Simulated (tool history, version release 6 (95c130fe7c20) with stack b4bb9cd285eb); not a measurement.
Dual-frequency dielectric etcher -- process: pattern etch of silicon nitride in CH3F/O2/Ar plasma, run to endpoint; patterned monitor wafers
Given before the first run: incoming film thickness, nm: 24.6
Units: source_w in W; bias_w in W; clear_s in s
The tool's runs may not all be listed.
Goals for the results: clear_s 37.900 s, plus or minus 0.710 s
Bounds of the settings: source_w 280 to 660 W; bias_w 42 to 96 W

run 1 hour=0.0 | source_w=470 bias_w=69 | clear_s=34.280
run 2 hour=0.8 | source_w=470 bias_w=58 | clear_s=35.274
run 3 hour=6.6 | source_w=460 bias_w=58 | clear_s=35.901
run 4 hour=13.0 | source_w=510 bias_w=58 | clear_s=33.864
run 5 hour=20.6 | source_w=500 bias_w=58 | clear_s=34.194
run 6 hour=27.1 | source_w=490 bias_w=58 | clear_s=34.219
run 7 hour=29.3 | source_w=480 bias_w=58 | clear_s=34.922
run 8 hour=30.6 | source_w=470 bias_w=58 | clear_s=35.441
run 9 hour=31.3 | source_w=460 bias_w=58 | clear_s=35.606
run 10 hour=35.2 | source_w=450 bias_w=58 | clear_s=36.338

Next run, 4 choices. One meets every target within its allowed miss, the rest don't. Which?
run A hour=39.1 | source_w=480 bias_w=60 | clear_s=?
run B hour=39.1 | source_w=440 bias_w=52 | clear_s=?
run C hour=39.1 | source_w=410 bias_w=51 | clear_s=?
run D hour=39.1 | source_w=430 bias_w=64 | clear_s=?

move=A clear_s=34.687
move=B clear_s=37.768
move=C clear_s=39.731
move=D clear_s=36.632
A: its largest miss is bigger than the last run's
B: in spec on every target
C: pushes the last run's worst result past its target
D: an improvement on the last run, though not all results are within tolerance
The move that meets every target is B.
